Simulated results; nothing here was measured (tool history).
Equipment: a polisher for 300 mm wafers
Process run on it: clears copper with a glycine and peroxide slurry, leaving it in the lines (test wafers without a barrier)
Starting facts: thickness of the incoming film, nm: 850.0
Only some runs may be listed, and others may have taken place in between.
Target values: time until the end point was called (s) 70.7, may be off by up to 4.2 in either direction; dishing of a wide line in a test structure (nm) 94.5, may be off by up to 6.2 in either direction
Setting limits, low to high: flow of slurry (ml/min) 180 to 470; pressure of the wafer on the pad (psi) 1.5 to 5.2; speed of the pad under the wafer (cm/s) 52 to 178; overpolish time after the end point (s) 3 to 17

| run | day | flow of slurry (ml/min) | pressure of the wafer on the pad (psi) | speed of the pad under the wafer (cm/s) | overpolish time after the end point (s) | time until the end point was called (s) | dishing of a wide line in a test structure (nm) |
|---|---|---|---|---|---|---|---|
| 1 | 0 | 300 | 3.3 | 114 | 9 | 101.21 | 46.604 |
| 2 | 0.088 | 300 | 3.6 | 114 | 10 | 96.159 | 55.342 |
| 3 | 0.258 | 265 | 3.6 | 114 | 10 | 100.4 | 53.273 |
| 4 | 0.517 | 280 | 3.9 | 114 | 11 | 89.485 | 65.019 |
| 5 | 0.667 | 290 | 4.1 | 114 | 11 | 85.419 | 66.189 |
| 6 | 0.775 | 290 | 4.1 | 98 | 11 | 95.342 | 62.878 |
| 7 | 0.996 | 290 | 5.1 | 102 | 13 | 78.941 | 85.549 |
| 8 | 1.288 | 290 | 5.1 | 106 | 13 | 75.245 | 85.575 |
| 9 | 1.342 | 290 | 5.1 | 108 | 13 | 73.77 | 88.828 |

Exactly one of the 5 candidate moves below puts every result within its allowed miss. Which one?
| A | 1.396 | 255 | 4.4 | 130 | 12 | ? | ? |
| B | 1.396 | 295 | 5.2 | 104 | 12 | ? | ? |
| C | 1.396 | 330 | 5.2 | 116 | 11 | ? | ? |
| D | 1.396 | 335 | 5.2 | 86 | 13 | ? | ? |
| E | 1.396 | 285 | 5.1 | 114 | 14 | ? | ? |

| move | time until the end point was called (s) | dishing of a wide line in a test structure (nm) |
|---|---|---|
| A | 74.191 | 80.609 |
| B | 72.985 | 82.585 |
| C | 67.627 | 81.761 |
| D | 81.185 | 80.966 |
| E | 70.233 | 96.261 |
A: misses by more than the last run did
B: misses by more than the last run did
C: misses by more than the last run did
D: misses by more than the last run did
E: all results land within tolerance of their targets
The right move is E.
